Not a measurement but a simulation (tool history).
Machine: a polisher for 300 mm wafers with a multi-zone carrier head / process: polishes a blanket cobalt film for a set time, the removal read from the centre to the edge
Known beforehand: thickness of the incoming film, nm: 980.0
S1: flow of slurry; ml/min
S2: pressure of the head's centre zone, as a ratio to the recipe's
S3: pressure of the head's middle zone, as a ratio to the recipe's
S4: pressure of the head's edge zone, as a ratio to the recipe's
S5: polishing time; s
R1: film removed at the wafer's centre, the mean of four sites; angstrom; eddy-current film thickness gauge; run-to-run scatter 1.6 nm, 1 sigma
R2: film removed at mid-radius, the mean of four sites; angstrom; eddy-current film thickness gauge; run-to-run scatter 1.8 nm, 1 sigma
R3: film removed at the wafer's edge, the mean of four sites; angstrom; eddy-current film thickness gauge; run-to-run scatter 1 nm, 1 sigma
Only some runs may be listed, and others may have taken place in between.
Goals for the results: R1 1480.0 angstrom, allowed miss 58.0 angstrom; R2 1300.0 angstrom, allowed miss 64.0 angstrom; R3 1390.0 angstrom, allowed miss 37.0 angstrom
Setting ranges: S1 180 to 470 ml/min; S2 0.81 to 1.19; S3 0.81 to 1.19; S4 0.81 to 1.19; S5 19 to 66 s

{"run": 1, "hour": 0.0, "S1": 300, "S2": 1.0, "S3": 1.0, "S4": 1.0, "S5": 42, "R1": 2335.2, "R2": 2315.8, "R3": 2319.5}
{"run": 2, "hour": 6.9, "S1": 300, "S2": 1.0, "S3": 0.98, "S4": 0.98, "S5": 39, "R1": 2168.4, "R2": 2118.3, "R3": 2123.0}
{"run": 3, "hour": 15.4, "S1": 300, "S2": 1.0, "S3": 0.9, "S4": 0.98, "S5": 39, "R1": 2200.5, "R2": 2014.5, "R3": 2155.8}
{"run": 4, "hour": 17.8, "S1": 300, "S2": 1.0, "S3": 0.9, "S4": 0.95, "S5": 39, "R1": 2175.5, "R2": 2032.7, "R3": 2055.1}
{"run": 5, "hour": 20.1, "S1": 300, "S2": 1.0, "S3": 0.94, "S4": 0.95, "S5": 39, "R1": 2153.1, "R2": 2051.1, "R3": 2101.3}
{"run": 6, "hour": 22.7, "S1": 300, "S2": 1.0, "S3": 0.85, "S4": 0.95, "S5": 39, "R1": 2130.7, "R2": 1911.4, "R3": 2115.4}
{"run": 7, "hour": 29.8, "S1": 295, "S2": 1.0, "S3": 0.84, "S4": 0.94, "S5": 37, "R1": 2061.0, "R2": 1821.6, "R3": 1997.8}
{"run": 8, "hour": 32.7, "S1": 290, "S2": 1.0, "S3": 0.84, "S4": 0.93, "S5": 35, "R1": 1960.3, "R2": 1713.2, "R3": 1840.3}
{"run": 9, "hour": 36.2, "S1": 280, "S2": 0.99, "S3": 0.84, "S4": 0.93, "S5": 34, "R1": 1840.3, "R2": 1679.5, "R3": 1787.1}
{"run": 10, "hour": 37.9, "S1": 280, "S2": 0.99, "S3": 0.84, "S4": 0.93, "S5": 34, "R1": 1842.7, "R2": 1682.5, "R3": 1791.1}
{"run": 11, "hour": 40.8, "S1": 285, "S2": 0.99, "S3": 0.84, "S4": 0.93, "S5": 33, "R1": 1811.6, "R2": 1585.4, "R3": 1741.1}
{"run": 12, "hour": 47.6, "S1": 290, "S2": 0.98, "S3": 0.84, "S4": 0.92, "S5": 32, "R1": 1748.6, "R2": 1563.6, "R3": 1690.4}
{"run": 13, "hour": 50.0, "S1": 295, "S2": 0.98, "S3": 0.84, "S4": 0.91, "S5": 31, "R1": 1693.1, "R2": 1532.6, "R3": 1644.6}
{"run": 14, "hour": 53.3, "S1": 300, "S2": 0.98, "S3": 0.84, "S4": 0.9, "S5": 30, "R1": 1651.3, "R2": 1495.7, "R3": 1570.6}
{"run": 15, "hour": 58.6, "S1": 300, "S2": 0.98, "S3": 0.84, "S4": 0.9, "S5": 29, "R1": 1588.1, "R2": 1467.2, "R3": 1522.7}
{"run": 16, "hour": 61.6, "S1": 295, "S2": 0.98, "S3": 0.84, "S4": 0.9, "S5": 29, "R1": 1587.5, "R2": 1378.8, "R3": 1522.2}
{"run": 17, "hour": 65.0, "S1": 295, "S2": 0.98, "S3": 0.84, "S4": 0.89, "S5": 29, "R1": 1599.6, "R2": 1389.5, "R3": 1518.0}
{"run": 18, "hour": 73.0, "S1": 290, "S2": 0.97, "S3": 0.85, "S4": 0.88, "S5": 29, "R1": 1596.4, "R2": 1395.8, "R3": 1488.1}
{"run": 19, "hour": 78.2, "S1": 285, "S2": 0.96, "S3": 0.85, "S4": 0.87, "S5": 29, "R1": 1533.3, "R2": 1436.3, "R3": 1502.2}
{"run": 20, "hour": 80.8, "S1": 285, "S2": 0.96, "S3": 0.84, "S4": 0.87, "S5": 29, "R1": 1522.8, "R2": 1435.6, "R3": 1489.8}
{"run": 21, "hour": 87.1, "S1": 290, "S2": 0.97, "S3": 0.83, "S4": 0.87, "S5": 28, "R1": 1499.6, "R2": 1353.2, "R3": 1433.8}
{"run": 22, "hour": 90.6, "S1": 290, "S2": 0.98, "S3": 0.82, "S4": 0.86, "S5": 28, "R1": 1520.3, "R2": 1372.8, "R3": 1426.9}

Which single option among these 4 for the next run brings every result within its allowed miss of target? Just one does.
{"run": "A", "hour": 94.1, "S1": 305, "S2": 0.95, "S3": 0.87, "S4": 0.81, "S5": 28, "R1": "?", "R2": "?", "R3": "?"}
{"run": "B", "hour": 94.1, "S1": 425, "S2": 1.04, "S3": 0.88, "S4": 0.99, "S5": 25, "R1": "?", "R2": "?", "R3": "?"}
{"run": "C", "hour": 94.1, "S1": 235, "S2": 1.05, "S3": 0.97, "S4": 0.94, "S5": 27, "R1": "?", "R2": "?", "R3": "?"}
{"run": "D", "hour": 94.1, "S1": 265, "S2": 1.04, "S3": 0.95, "S4": 0.81, "S5": 26, "R1": "?", "R2": "?", "R3": "?"}

move=A R1=1471.9 R2=1420.1 R3=1401.2
move=B R1=1476.5 R2=1313.2 R3=1401.7
move=C R1=1507.5 R2=1425.3 R3=1410.1
move=D R1=1463.3 R2=1374.9 R3=1284.6
A: moves away from the targets compared with the last run
B: hits every target within its allowed miss
C: moves away from the targets compared with the last run
D: moves away from the targets compared with the last run
Answer: B
